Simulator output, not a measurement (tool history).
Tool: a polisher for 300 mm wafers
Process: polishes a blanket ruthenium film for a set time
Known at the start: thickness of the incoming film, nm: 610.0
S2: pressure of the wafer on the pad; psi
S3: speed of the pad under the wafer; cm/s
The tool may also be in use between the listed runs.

run 1 hour=0.0 | flow_of_slurry_(ml/min)=240 S2=1.4 S3=104 polishing_time_(s)=91 | film_removed_(angstrom)=729.51
run 2 hour=3.3 | flow_of_slurry_(ml/min)=240 S2=1.4 S3=104 polishing_time_(s)=95 | film_removed_(angstrom)=749.69
run 3 hour=12.3 | flow_of_slurry_(ml/min)=240 S2=1.3 S3=102 polishing_time_(s)=95 | film_removed_(angstrom)=707.01
run 4 hour=15.9 | flow_of_slurry_(ml/min)=240 S2=1.2 S3=98 polishing_time_(s)=95 | film_removed_(angstrom)=657.65
run 5 hour=21.7 | flow_of_slurry_(ml/min)=240 S2=1.1 S3=94 polishing_time_(s)=95 | film_removed_(angstrom)=596.84
run 6 hour=28.0 | flow_of_slurry_(ml/min)=240 S2=1.1 S3=94 polishing_time_(s)=91 | film_removed_(angstrom)=579.63
run 7 hour=36.8 | flow_of_slurry_(ml/min)=240 S2=1.1 S3=94 polishing_time_(s)=91 | film_removed_(angstrom)=590.50
run 8 hour=41.9 | flow_of_slurry_(ml/min)=240 S2=1.0 S3=90 polishing_time_(s)=91 | film_removed_(angstrom)=529.97
run 9 hour=48.1 | flow_of_slurry_(ml/min)=240 S2=0.9 S3=88 polishing_time_(s)=91 | film_removed_(angstrom)=497.92
run 10 hour=51.0 | flow_of_slurry_(ml/min)=240 S2=0.9 S3=86 polishing_time_(s)=91 | film_removed_(angstrom)=478.98
run 11 hour=53.5 | flow_of_slurry_(ml/min)=240 S2=0.9 S3=84 polishing_time_(s)=91 | film_removed_(angstrom)=470.60
run 12 hour=60.6 | flow_of_slurry_(ml/min)=240 S2=0.9 S3=82 polishing_time_(s)=91 | film_removed_(angstrom)=465.80
-- hour=66.9 slurry nozzle cleaned
run 13 hour=66.9 | flow_of_slurry_(ml/min)=240 S2=0.9 S3=80 polishing_time_(s)=91 | film_removed_(angstrom)=473.37

Forecast run 14:
run 14 hour=68.6 | flow_of_slurry_(ml/min)=240 S2=0.9 S3=78 polishing_time_(s)=91 | film_removed_(angstrom)=?

Run 14 gave film removed (angstrom) 450.80.
